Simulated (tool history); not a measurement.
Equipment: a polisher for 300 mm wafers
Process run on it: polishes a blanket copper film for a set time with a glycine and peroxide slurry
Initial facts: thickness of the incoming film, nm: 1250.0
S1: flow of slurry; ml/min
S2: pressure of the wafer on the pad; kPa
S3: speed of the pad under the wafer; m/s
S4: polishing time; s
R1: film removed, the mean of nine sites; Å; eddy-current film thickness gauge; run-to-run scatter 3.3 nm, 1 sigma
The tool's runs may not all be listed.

{"run": 1, "hour": 0.0, "S1": 140, "S2": 21.4, "S3": 0.86, "S4": 47, "R1": 2230.6}
{"run": 2, "hour": 3.0, "S1": 140, "S2": 21.4, "S3": 0.86, "S4": 47, "R1": 2212.5}
{"run": 3, "hour": 8.4, "S1": 140, "S2": 17.9, "S3": 0.86, "S4": 47, "R1": 1880.9}
{"run": 4, "hour": 10.7, "S1": 140, "S2": 17.9, "S3": 0.86, "S4": 41, "R1": 1665.8}
{"run": 5, "hour": 12.9, "S1": 140, "S2": 17.9, "S3": 0.76, "S4": 41, "R1": 1547.5}
{"run": 6, "hour": 15.7, "S1": 150, "S2": 23.4, "S3": 0.8, "S4": 41, "R1": 1979.9}
{"run": 7, "hour": 18.9, "S1": 150, "S2": 26.9, "S3": 0.88, "S4": 41, "R1": 2387.9}

The next listed run, before its measurement:
{"run": 8, "hour": 22.5, "S1": 190, "S2": 33.1, "S3": 1.12, "S4": 42, "R1": "?"}

R1: 3608.2 Å
